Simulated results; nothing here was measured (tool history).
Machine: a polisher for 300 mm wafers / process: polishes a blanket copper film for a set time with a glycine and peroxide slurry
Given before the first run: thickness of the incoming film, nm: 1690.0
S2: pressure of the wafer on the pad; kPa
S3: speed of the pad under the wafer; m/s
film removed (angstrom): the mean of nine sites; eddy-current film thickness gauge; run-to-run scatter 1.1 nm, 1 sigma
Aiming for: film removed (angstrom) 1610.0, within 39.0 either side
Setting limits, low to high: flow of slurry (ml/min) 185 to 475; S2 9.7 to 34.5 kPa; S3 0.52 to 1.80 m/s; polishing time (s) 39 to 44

run 1 hour=0.0 | flow_of_slurry_(ml/min)=305 S2=22.1 S3=1.16 polishing_time_(s)=44 | film_removed_(angstrom)=2930.7
run 2 hour=1.3 | flow_of_slurry_(ml/min)=305 S2=22.1 S3=1.16 polishing_time_(s)=44 | film_removed_(angstrom)=2924.8
run 3 hour=6.4 | flow_of_slurry_(ml/min)=305 S2=20.0 S3=1.16 polishing_time_(s)=44 | film_removed_(angstrom)=2661.2
run 4 hour=7.8 | flow_of_slurry_(ml/min)=305 S2=17.2 S3=1.16 polishing_time_(s)=44 | film_removed_(angstrom)=2377.3
run 5 hour=8.8 | flow_of_slurry_(ml/min)=305 S2=17.2 S3=1.16 polishing_time_(s)=39 | film_removed_(angstrom)=2109.9
run 6 hour=13.4 | flow_of_slurry_(ml/min)=305 S2=16.5 S3=1.16 polishing_time_(s)=39 | film_removed_(angstrom)=2043.6
run 7 hour=18.7 | flow_of_slurry_(ml/min)=305 S2=15.9 S3=1.16 polishing_time_(s)=39 | film_removed_(angstrom)=1983.8
run 8 hour=19.6 | flow_of_slurry_(ml/min)=305 S2=15.2 S3=1.16 polishing_time_(s)=39 | film_removed_(angstrom)=1896.5
run 9 hour=22.4 | flow_of_slurry_(ml/min)=305 S2=14.5 S3=1.16 polishing_time_(s)=39 | film_removed_(angstrom)=1797.4
run 10 hour=29.2 | flow_of_slurry_(ml/min)=300 S2=13.1 S3=1.16 polishing_time_(s)=39 | film_removed_(angstrom)=1682.0
run 11 hour=35.7 | flow_of_slurry_(ml/min)=300 S2=13.1 S3=1.16 polishing_time_(s)=39 | film_removed_(angstrom)=1689.3
run 12 hour=40.8 | flow_of_slurry_(ml/min)=295 S2=13.1 S3=1.16 polishing_time_(s)=39 | film_removed_(angstrom)=1671.0
run 13 hour=45.2 | flow_of_slurry_(ml/min)=290 S2=13.1 S3=1.16 polishing_time_(s)=39 | film_removed_(angstrom)=1687.6

Which of these 5 next moves meets every target?
run A hour=49.6 | flow_of_slurry_(ml/min)=300 S2=11.0 S3=1.14 polishing_time_(s)=40 | film_removed_(angstrom)=?
run B hour=49.6 | flow_of_slurry_(ml/min)=260 S2=12.4 S3=1.30 polishing_time_(s)=39 | film_removed_(angstrom)=?
run C hour=49.6 | flow_of_slurry_(ml/min)=320 S2=9.7 S3=1.28 polishing_time_(s)=41 | film_removed_(angstrom)=?
run D hour=49.6 | flow_of_slurry_(ml/min)=295 S2=11.7 S3=1.18 polishing_time_(s)=40 | film_removed_(angstrom)=?
run E hour=49.6 | flow_of_slurry_(ml/min)=265 S2=10.3 S3=1.52 polishing_time_(s)=41 | film_removed_(angstrom)=?

move=A film_removed_(angstrom)=1499.3
move=B film_removed_(angstrom)=1713.3
move=C film_removed_(angstrom)=1495.4
move=D film_removed_(angstrom)=1600.5
move=E film_removed_(angstrom)=1725.8
A: the result that was furthest off in the last run now lies on the other side of its target
B: moves away from the targets compared with the last run
C: the result that was furthest off in the last run now lies on the other side of its target
D: every result lands within tolerance
E: moves away from the targets compared with the last run
D is the move that brings every result within its allowed miss.
